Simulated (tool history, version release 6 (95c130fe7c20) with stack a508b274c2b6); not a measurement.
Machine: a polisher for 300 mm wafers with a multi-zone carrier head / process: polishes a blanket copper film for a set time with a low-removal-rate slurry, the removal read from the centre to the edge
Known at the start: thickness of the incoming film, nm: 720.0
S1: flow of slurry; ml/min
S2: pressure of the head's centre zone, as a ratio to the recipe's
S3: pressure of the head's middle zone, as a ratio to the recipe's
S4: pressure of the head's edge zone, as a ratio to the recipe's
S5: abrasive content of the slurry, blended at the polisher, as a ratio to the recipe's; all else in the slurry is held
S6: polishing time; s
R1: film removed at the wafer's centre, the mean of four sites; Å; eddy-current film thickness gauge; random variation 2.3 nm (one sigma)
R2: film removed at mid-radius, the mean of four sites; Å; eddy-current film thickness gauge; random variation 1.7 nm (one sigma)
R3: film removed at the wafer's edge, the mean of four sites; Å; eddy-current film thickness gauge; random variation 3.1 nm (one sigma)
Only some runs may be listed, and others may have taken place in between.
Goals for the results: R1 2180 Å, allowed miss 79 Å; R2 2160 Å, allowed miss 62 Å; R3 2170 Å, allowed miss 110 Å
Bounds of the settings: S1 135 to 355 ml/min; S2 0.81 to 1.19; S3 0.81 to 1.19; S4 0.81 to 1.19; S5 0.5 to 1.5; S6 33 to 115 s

{"run": 1, "hour": 0.0, "S1": 225, "S2": 1, "S3": 1, "S4": 1, "S5": 1, "S6": 73, "R1": 2817.9, "R2": 2811.3, "R3": 2841.5}
{"run": 2, "hour": 6.7, "S1": 225, "S2": 1, "S3": 1, "S4": 0.96, "S5": 1, "S6": 73, "R1": 2794.1, "R2": 2795.1, "R3": 2796.8}
{"run": 3, "hour": 15.1, "S1": 225, "S2": 1, "S3": 1, "S4": 0.96, "S5": 1, "S6": 84, "R1": 3245.9, "R2": 3232.1, "R3": 3145.5}
{"run": 4, "hour": 16.4, "S1": 225, "S2": 1, "S3": 1, "S4": 0.96, "S5": 0.85, "S6": 84, "R1": 3144.5, "R2": 3096, "R3": 3066.9}
{"run": 5, "hour": 23.0, "S1": 225, "S2": 1, "S3": 1, "S4": 0.96, "S5": 0.85, "S6": 76, "R1": 2890.9, "R2": 2798.7, "R3": 2810.9}
{"run": 6, "hour": 28.9, "S1": 220, "S2": 0.97, "S3": 1, "S4": 0.92, "S5": 0.75, "S6": 72, "R1": 2544.2, "R2": 2534.6, "R3": 2518.8}
{"run": 7, "hour": 33.7, "S1": 210, "S2": 0.95, "S3": 0.99, "S4": 0.89, "S5": 0.65, "S6": 72, "R1": 2399.7, "R2": 2441.2, "R3": 2403}
{"run": 8, "hour": 41.3, "S1": 200, "S2": 0.94, "S3": 0.97, "S4": 0.87, "S5": 0.6, "S6": 72, "R1": 2263, "R2": 2361.7, "R3": 2314}
{"run": 9, "hour": 42.1, "S1": 190, "S2": 0.95, "S3": 0.94, "S4": 0.85, "S5": 0.6, "S6": 72, "R1": 2262.7, "R2": 2286, "R3": 2239.5}
{"run": 10, "hour": 48.7, "S1": 160, "S2": 0.94, "S3": 0.89, "S4": 0.84, "S5": 0.55, "S6": 72, "R1": 2139.8, "R2": 2100.3, "R3": 2148.8}

Below are 4 possible settings for the next run. Only one of them brings all results inside the allowed miss of their targets. Which is it?
{"run": "A", "hour": 55.3, "S1": 250, "S2": 0.88, "S3": 0.88, "S4": 0.84, "S5": 0.5, "S6": 70, "R1": "?", "R2": "?", "R3": "?"}
{"run": "B", "hour": 55.3, "S1": 210, "S2": 0.99, "S3": 0.89, "S4": 1.02, "S5": 0.75, "S6": 60, "R1": "?", "R2": "?", "R3": "?"}
{"run": "C", "hour": 55.3, "S1": 170, "S2": 0.92, "S3": 0.86, "S4": 0.81, "S5": 0.5, "S6": 77, "R1": "?", "R2": "?", "R3": "?"}
{"run": "D", "hour": 55.3, "S1": 215, "S2": 0.93, "S3": 0.81, "S4": 0.95, "S5": 0.55, "S6": 75, "R1": "?", "R2": "?", "R3": "?"}

move=A R1=2069.2 R2=2120.9 R3=2129.4
move=B R1=2151.2 R2=1976 R3=2169.5
move=C R1=2235.3 R2=2172.7 R3=2211.9
move=D R1=2348 R2=2162.9 R3=2437.7
A: brings the result that was furthest off to its target, and leaves another outside
B: the biggest miss grows against the last run
C: hits every target within its allowed miss
D: brings the result that was furthest off to its target, and leaves another outside
The right move is C.
